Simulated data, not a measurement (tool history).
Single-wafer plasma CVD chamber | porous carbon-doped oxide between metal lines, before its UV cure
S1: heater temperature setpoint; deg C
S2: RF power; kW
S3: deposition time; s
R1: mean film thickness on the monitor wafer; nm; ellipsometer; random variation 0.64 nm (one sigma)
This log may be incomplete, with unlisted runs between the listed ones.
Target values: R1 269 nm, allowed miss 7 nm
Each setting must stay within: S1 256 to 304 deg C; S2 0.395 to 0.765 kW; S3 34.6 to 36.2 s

run,day,S1,S2,S3,R1
1,0,280,0.58,36.2,230.33
2,0.054,287,0.58,36.2,218.84
3,0.208,279,0.58,36.2,231.78
4,0.517,273,0.58,36.2,242.25
5,0.7,273,0.525,36.2,223.98
6,0.971,270,0.54,36.2,235.04
7,1.246,267,0.55,36.2,243.87
8,1.288,256,0.585,36.2,277.84

Consider the 5 candidate settings below. Which is the only one whose results all fall within their allowed miss of target?
A,1.329,266,0.61,34.6,?
B,1.329,256,0.585,35.4,?
C,1.329,256,0.555,34.6,?
D,1.329,256,0.59,36.2,?
E,1.329,260,0.585,34.6,?

move,R1
A,253.1
B,271.43
C,255.19
D,279.17
E,257.12
A: pushes the last run's worst result past its target
B: all results in spec
C: pushes the last run's worst result past its target
D: its largest miss is bigger than the last run's
E: pushes the last run's worst result past its target
Go with B: it meets all targets.
